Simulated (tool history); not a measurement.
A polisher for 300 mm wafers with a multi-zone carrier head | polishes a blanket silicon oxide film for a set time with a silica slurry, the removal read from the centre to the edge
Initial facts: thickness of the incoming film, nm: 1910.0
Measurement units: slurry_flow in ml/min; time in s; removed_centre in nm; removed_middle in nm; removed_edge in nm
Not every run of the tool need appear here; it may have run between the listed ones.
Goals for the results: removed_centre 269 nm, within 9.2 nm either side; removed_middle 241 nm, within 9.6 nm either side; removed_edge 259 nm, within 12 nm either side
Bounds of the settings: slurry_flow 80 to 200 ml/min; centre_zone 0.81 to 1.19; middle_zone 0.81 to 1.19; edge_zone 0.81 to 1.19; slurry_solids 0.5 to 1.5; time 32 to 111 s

run,hour,slurry_flow,centre_zone,middle_zone,edge_zone,slurry_solids,time,removed_centre,removed_middle,removed_edge
1,0,130,1,1,1,1,71,406.09,355.66,353.8
2,7.5,130,1.03,1,1,1,71,413.77,348.53,350.7
3,10.2,130,1.03,1,1,0.9,71,386.4,334.18,326.74
4,13.9,120,1,0.95,1,0.8,71,332.59,290.71,295.79
5,15.6,110,0.98,0.92,0.98,0.8,71,324.83,273.82,292.99
6,24.1,105,0.95,0.91,0.96,0.75,71,290.69,261.23,276.55
7,29.5,100,0.95,0.9,0.95,0.75,71,284.93,253.36,270.67
8,37.7,95,0.95,0.9,0.94,0.75,71,279.84,248.95,270.01
9,38.5,85,0.95,0.9,0.89,0.7,71,252.39,226.55,234.99
# hour 43.8: centre zone pressure recalibrated
10,43.8,90,0.94,0.89,0.9,0.7,71,229.53,233.64,242.99
11,45.8,95,0.96,0.88,0.91,0.7,71,239.64,234.64,250.09
12,51.3,95,0.96,0.89,0.92,0.7,71,240.72,235.32,249.37
13,57.5,95,0.94,0.9,0.93,0.7,71,233.8,237.46,250.55

Pick the move, out of 4, that brings all results within their allowed miss; only one does.
A,63.7,105,0.81,0.83,1.02,0.6,77,?,?,?
B,63.7,100,1.05,0.89,0.96,0.65,75,?,?,?
C,63.7,105,0.85,0.85,0.95,0.65,75,?,?,?
D,63.7,100,0.81,0.81,0.92,0.55,93,?,?,?

move,removed_centre,removed_middle,removed_edge
A,201.85,218.94,248.16
B,271.15,236.41,250.84
C,223,233.68,252.31
D,218.28,233.94,257.47
A: lands further from the targets than the last run did
B: every result within its allowed miss
C: lands further from the targets than the last run did
D: lands further from the targets than the last run did
The right move is B.
